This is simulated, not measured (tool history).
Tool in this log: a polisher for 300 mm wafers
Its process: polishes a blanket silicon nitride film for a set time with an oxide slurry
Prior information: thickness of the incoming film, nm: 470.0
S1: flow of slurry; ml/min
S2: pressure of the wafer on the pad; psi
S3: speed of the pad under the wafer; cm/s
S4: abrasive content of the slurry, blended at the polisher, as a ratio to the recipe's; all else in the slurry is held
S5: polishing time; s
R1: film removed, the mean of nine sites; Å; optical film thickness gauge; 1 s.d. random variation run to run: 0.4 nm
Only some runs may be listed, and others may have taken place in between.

run  hour   S1   S2   S3  S4  S5      R1
  1     0  240  4.8  110   1  86  834.77
  2   6.3  235  4.5  110   1  86  777.12
  3  14.5  235  4.5  110   1  86  773.86
  4  19.3  225  4.3  110   1  86  736.68
  5  27.9  255  4.3  110   1  86  752.39
  6  33.8  240  4.1  110   1  86  716.59
  7  34.8  240  4.1  110   1  86  717.13

What will run 8 give?
  8  40.4  230   4  110   1  86   ?

Run 8 yielded R1 690.22 Å.
